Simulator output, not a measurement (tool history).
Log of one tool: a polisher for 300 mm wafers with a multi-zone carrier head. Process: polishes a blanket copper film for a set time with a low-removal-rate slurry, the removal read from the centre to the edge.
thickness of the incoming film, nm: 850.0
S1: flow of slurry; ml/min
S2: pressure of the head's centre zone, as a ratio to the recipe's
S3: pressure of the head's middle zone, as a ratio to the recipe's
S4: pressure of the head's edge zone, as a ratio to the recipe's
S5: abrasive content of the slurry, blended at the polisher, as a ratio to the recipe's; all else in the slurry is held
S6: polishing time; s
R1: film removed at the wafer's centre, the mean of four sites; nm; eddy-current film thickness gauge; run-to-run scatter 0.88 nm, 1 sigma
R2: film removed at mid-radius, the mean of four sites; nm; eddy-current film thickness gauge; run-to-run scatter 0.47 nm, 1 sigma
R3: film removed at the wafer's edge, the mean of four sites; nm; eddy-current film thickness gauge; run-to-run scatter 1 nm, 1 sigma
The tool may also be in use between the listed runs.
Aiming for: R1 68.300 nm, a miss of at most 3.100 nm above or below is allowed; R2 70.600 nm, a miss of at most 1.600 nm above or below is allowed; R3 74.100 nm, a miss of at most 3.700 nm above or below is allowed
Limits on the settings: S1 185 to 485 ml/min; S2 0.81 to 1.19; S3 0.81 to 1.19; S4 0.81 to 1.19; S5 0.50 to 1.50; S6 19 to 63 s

run	hour	S1	S2	S3	S4	S5	S6	R1	R2	R3
1	0.0	310	1.00	1.00	1.00	1.00	41	84.802	86.500	84.265
2	4.6	310	1.00	1.05	1.00	1.00	41	86.237	91.546	86.994
3	6.2	305	0.99	1.03	1.00	1.00	41	84.653	89.731	87.032
4	10.7	305	1.02	1.03	1.00	1.00	41	87.122	89.952	86.163
5	13.9	305	1.00	1.01	0.99	1.00	41	87.110	87.687	84.496
6	22.0	305	0.98	1.00	0.99	0.95	41	82.039	84.907	84.499
7	22.8	305	0.97	0.99	0.97	0.95	41	80.897	85.070	85.949
8	26.5	310	0.97	0.99	0.97	0.90	41	81.742	84.690	83.508
9	28.8	310	0.96	0.98	0.96	0.85	41	80.162	83.157	80.868
10	35.4	305	0.95	0.97	0.96	0.85	41	77.312	80.387	81.713
11	43.4	305	0.95	0.96	0.95	0.85	41	79.106	80.584	81.116
12	50.0	305	0.94	0.95	0.95	0.80	41	76.205	79.164	81.169
13	59.0	305	0.94	0.94	0.94	0.80	41	76.714	78.463	81.069
14	61.4	275	0.86	0.87	0.84	0.60	41	63.807	68.097	69.877
15	67.6	280	0.86	0.87	0.85	0.60	41	64.802	67.809	70.527
16	75.5	285	0.86	0.87	0.85	0.60	41	65.749	67.949	69.535
17	84.1	285	0.86	0.87	0.86	0.60	41	65.293	68.571	71.459
18	88.7	290	0.86	0.87	0.86	0.60	41	64.797	68.715	72.549
19	90.2	295	0.86	0.87	0.86	0.60	41	66.350	68.844	72.875
20	95.4	295	0.86	0.87	0.86	0.60	41	67.018	68.111	72.233

Which of these 5 next moves meets every target?
A	100.6	355	0.97	0.89	0.87	0.50	43	?	?	?
B	100.6	290	0.86	0.87	0.83	0.70	41	?	?	?
C	100.6	330	0.95	0.86	0.87	0.65	38	?	?	?
D	100.6	400	1.02	0.89	0.81	0.55	39	?	?	?
E	100.6	295	0.86	0.86	0.91	0.75	38	?	?	?

move	R1	R2	R3
A	74.745	71.065	73.564
B	67.648	70.998	73.567
C	68.516	64.659	68.959
D	73.452	66.476	66.555
E	63.826	66.340	72.335
A: the worst result of the last run now meets its target, but another is out of spec
B: meets every target
C: lands further from the targets than the last run did
D: lands further from the targets than the last run did
E: lands further from the targets than the last run did
The move that meets every target is B.
